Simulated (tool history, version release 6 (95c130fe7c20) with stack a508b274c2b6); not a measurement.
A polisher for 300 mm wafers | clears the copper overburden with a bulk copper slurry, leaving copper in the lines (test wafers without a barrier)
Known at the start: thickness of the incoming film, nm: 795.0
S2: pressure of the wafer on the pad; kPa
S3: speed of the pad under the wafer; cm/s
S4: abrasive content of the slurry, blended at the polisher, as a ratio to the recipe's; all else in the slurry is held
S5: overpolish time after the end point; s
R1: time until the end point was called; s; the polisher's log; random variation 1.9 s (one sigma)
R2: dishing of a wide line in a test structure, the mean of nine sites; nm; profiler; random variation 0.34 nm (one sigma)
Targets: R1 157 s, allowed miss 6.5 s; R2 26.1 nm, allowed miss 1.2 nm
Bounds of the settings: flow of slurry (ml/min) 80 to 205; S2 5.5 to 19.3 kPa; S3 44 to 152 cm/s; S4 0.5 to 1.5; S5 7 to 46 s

run 1 hour=0 | flow_of_slurry_(ml/min)=135 S2=12.4 S3=98 S4=1 S5=24 | R1=149.35 R2=32.086
run 2 hour=8.1 | flow_of_slurry_(ml/min)=135 S2=12.4 S3=120 S4=1 S5=24 | R1=121.06 R2=33.391
run 3 hour=12.8 | flow_of_slurry_(ml/min)=135 S2=12.4 S3=120 S4=1 S5=32 | R1=124.08 R2=33.984
run 4 hour=14.5 | flow_of_slurry_(ml/min)=155 S2=12.4 S3=120 S4=1 S5=32 | R1=118.85 R2=33.979
run 5 hour=15.8 | flow_of_slurry_(ml/min)=170 S2=10.3 S3=124 S4=1 S5=24 | R1=135.15 R2=32.483
run 6 hour=23.2 | flow_of_slurry_(ml/min)=170 S2=9 S3=124 S4=1 S5=24 | R1=149.53 R2=31.228
run 7 hour=25.9 | flow_of_slurry_(ml/min)=170 S2=9 S3=124 S4=1 S5=24 | R1=149.6 R2=31.893
run 8 hour=32.3 | flow_of_slurry_(ml/min)=180 S2=8.3 S3=124 S4=1 S5=18 | R1=161.83 R2=28.646

5 next moves are on the table. One of them brings every result within its allowed miss. Which?
run A hour=38.7 | flow_of_slurry_(ml/min)=180 S2=8.3 S3=128 S4=0.8 S5=26 | R1=? R2=?
run B hour=38.7 | flow_of_slurry_(ml/min)=145 S2=8.3 S3=122 S4=1.15 S5=29 | R1=? R2=?
run C hour=38.7 | flow_of_slurry_(ml/min)=185 S2=8.3 S3=126 S4=0.95 S5=17 | R1=? R2=?
run D hour=38.7 | flow_of_slurry_(ml/min)=170 S2=9 S3=124 S4=0.9 S5=26 | R1=? R2=?
run E hour=38.7 | flow_of_slurry_(ml/min)=175 S2=7.6 S3=134 S4=1.05 S5=14 | R1=? R2=?

move=A R1=160.13 R2=30.853
move=B R1=163.72 R2=31.247
move=C R1=158.38 R2=27.96
move=D R1=153.56 R2=31.265
move=E R1=158.59 R2=25.916
A: further off than the last run
B: further off than the last run
C: nearer than the last run, and not there yet
D: further off than the last run
E: meets every target
The right move is E.

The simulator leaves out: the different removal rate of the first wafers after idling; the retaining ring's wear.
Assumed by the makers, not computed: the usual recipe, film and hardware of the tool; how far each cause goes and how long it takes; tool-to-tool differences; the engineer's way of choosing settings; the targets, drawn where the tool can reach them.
